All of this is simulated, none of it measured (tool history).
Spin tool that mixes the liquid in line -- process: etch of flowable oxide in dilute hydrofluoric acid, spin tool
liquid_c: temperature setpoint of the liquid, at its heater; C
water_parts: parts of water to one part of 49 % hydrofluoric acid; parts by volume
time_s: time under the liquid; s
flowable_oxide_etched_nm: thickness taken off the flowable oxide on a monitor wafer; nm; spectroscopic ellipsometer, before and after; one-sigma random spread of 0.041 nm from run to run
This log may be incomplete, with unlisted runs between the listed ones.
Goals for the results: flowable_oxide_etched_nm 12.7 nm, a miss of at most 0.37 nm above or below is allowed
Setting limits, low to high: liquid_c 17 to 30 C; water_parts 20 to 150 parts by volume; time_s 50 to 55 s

run	hour	liquid_c	water_parts	time_s	flowable_oxide_etched_nm
1	0	22	85	50	18.308
2	6.3	22	85	50	18.311
3	13.6	20.5	90	50	16.242
4	14.7	19.5	95	50	14.614
5	22.5	19.5	120	50	11.265
6	26.9	19.5	135	50	9.8522
7	35.6	21	135	50	10.474
8	36.8	22	135	50	10.832
9	44.7	23	135	50	11.309
10	45.8	24	135	50	11.796
11	47.4	24.5	135	50	11.941
12	54.6	25	135	50	12.264

Below are 5 possible settings for the next run. Only one of them brings all results inside the allowed miss of their targets. Which is it?
A	61.8	23	140	55	?
B	61.8	21.5	115	50	?
C	61.8	22.5	125	50	?
D	61.8	24.5	145	55	?
E	61.8	26	145	50	?

move	flowable_oxide_etched_nm
A	11.922
B	12.792
C	12.108
D	12.126
E	11.668
A: its largest miss is bigger than the last run's
B: all results in spec
C: its largest miss is bigger than the last run's
D: its largest miss is bigger than the last run's
E: its largest miss is bigger than the last run's
B meets every target.

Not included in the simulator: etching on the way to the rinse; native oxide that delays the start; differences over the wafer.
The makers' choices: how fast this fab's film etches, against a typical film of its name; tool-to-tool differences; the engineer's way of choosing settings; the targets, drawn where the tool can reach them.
